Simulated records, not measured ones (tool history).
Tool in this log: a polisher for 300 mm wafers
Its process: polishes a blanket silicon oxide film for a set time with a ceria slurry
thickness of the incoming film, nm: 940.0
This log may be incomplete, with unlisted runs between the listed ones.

| run | day | flow of slurry (ml/min) | pressure of the wafer on the pad (psi) | speed of the pad under the wafer (m/s) | polishing time (s) | film removed (Å) |
|---|---|---|---|---|---|---|
| 1 | 0 | 305 | 2.6 | 0.84 | 40 | 1297.5 |
| 2 | 0.279 | 305 | 3 | 0.84 | 40 | 1432.7 |
| 3 | 0.504 | 265 | 3 | 0.84 | 40 | 1402.3 |
| 4 | 0.538 | 275 | 3.3 | 0.84 | 40 | 1594.6 |
| 5 | 0.883 | 280 | 3.5 | 0.84 | 40 | 1599.3 |
| 6 | 1.096 | 280 | 3.5 | 0.84 | 40 | 1680.4 |

Forecast run 7:
| 7 | 1.325 | 280 | 3.6 | 0.84 | 40 | ? |

{"run 7": {"film removed (Å)": 1721.9}}
